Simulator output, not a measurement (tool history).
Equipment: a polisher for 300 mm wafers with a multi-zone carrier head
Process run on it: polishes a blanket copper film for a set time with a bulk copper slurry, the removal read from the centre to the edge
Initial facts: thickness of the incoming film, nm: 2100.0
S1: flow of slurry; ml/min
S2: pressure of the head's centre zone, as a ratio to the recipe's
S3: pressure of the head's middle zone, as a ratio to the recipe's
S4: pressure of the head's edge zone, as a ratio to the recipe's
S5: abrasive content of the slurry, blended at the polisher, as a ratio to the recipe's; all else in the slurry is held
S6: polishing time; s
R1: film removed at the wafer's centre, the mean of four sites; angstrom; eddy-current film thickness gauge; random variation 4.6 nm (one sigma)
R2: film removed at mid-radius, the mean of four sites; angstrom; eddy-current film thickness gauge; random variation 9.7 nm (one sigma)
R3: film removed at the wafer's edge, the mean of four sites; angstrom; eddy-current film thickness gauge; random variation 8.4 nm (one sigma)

run	hour	S1	S2	S3	S4	S5	S6	R1	R2	R3
1	0	315	1	1	1	1	78	6173.8	6347	6246.3
2	3.9	320	0.99	1.03	1.02	1.05	78	6203.7	6526.2	6342.9
3	5.9	320	0.97	1.06	1.02	1.1	79	6257	6844.7	6443.1
4	13.7	320	0.97	1	1.02	1.1	79	6200.6	6679.4	6580.9
5	18.5	325	0.96	1.03	1.03	1.15	79	6226.1	6889.3	6712.3
6	19.4	325	0.96	1.03	1.03	1.25	79	6361.7	7083.2	6795.4
7	25.3	330	0.95	1.05	1.04	1.3	79	6475.9	7300.9	6921.8
8	30.1	335	0.94	1.07	1.05	1.35	79	6419.1	7362.4	7062.3
9	33.2	335	0.93	1.09	1.04	1.4	79	6477.8	7736.4	7072.4
10	38.4	335	0.92	1.1	1.04	1.4	79	6335.3	7543.1	7013.1

For run 11, what comes out?
11	43.6	340	0.91	1.12	1.04	1.4	80	?	?	?

For run 11 the tool returned R1 6400.7 angstrom, R2 7678.6 angstrom, R3 7059.8 angstrom.
